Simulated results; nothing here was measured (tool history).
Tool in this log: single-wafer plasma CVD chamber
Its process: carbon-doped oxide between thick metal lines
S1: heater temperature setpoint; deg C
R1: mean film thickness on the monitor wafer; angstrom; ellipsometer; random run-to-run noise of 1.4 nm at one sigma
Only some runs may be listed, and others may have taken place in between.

run 1 day=0.000 | S1=370 chamber_pressure_(mTorr)=6060 RF_power_(kW)=0.555 deposition_time_(s)=106.3 | R1=5528.6
run 2 day=0.162 | S1=370 chamber_pressure_(mTorr)=6060 RF_power_(kW)=0.555 deposition_time_(s)=106.3 | R1=5517.2
run 3 day=0.262 | S1=372 chamber_pressure_(mTorr)=5810 RF_power_(kW)=0.525 deposition_time_(s)=106.3 | R1=5354.6
run 4 day=0.629 | S1=364 chamber_pressure_(mTorr)=5810 RF_power_(kW)=0.525 deposition_time_(s)=106.3 | R1=5462.6
run 5 day=0.992 | S1=367 chamber_pressure_(mTorr)=5660 RF_power_(kW)=0.495 deposition_time_(s)=106.3 | R1=5272.7
run 6 day=1.258 | S1=367 chamber_pressure_(mTorr)=5660 RF_power_(kW)=0.495 deposition_time_(s)=109.7 | R1=5455.7
run 7 day=1.346 | S1=369 chamber_pressure_(mTorr)=5560 RF_power_(kW)=0.465 deposition_time_(s)=109.3 | R1=5248.1
run 8 day=1.604 | S1=371 chamber_pressure_(mTorr)=5460 RF_power_(kW)=0.445 deposition_time_(s)=109.0 | R1=5102.3
run 9 day=1.717 | S1=373 chamber_pressure_(mTorr)=5360 RF_power_(kW)=0.430 deposition_time_(s)=108.8 | R1=4983.0
run 10 day=2.067 | S1=375 chamber_pressure_(mTorr)=5260 RF_power_(kW)=0.420 deposition_time_(s)=108.7 | R1=4882.4

For run 11, what comes out?
run 11 day=2.175 | S1=376 chamber_pressure_(mTorr)=5180 RF_power_(kW)=0.415 deposition_time_(s)=108.7 | R1=?

{"run 11": {"R1": 4829.0}}

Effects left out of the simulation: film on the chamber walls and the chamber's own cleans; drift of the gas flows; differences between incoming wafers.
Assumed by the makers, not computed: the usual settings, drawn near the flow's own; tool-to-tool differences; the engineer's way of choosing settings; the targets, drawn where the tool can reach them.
